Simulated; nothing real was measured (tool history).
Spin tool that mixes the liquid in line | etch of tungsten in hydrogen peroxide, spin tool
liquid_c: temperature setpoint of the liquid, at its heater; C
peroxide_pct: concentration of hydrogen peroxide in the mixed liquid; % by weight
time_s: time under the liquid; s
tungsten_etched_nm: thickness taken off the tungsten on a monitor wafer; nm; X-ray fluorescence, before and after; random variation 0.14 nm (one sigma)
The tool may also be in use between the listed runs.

run  hour  liquid_c  peroxide_pct  time_s  tungsten_etched_nm
  1   0.0      48.0            22      50              52.390
  2   1.1      51.5            22      50              65.386
  3  10.0      47.0            22      50              49.434
  4  13.1      43.5            22      50              39.330
  5  21.4      39.0            22      50              30.008
  6  28.9      39.0            22      50              29.627
  7  35.0      38.0            22      50              27.977

The next listed run, before its measurement:
  8  35.9      37.0            22      50                   ?

tungsten_etched_nm: 25.724 nm
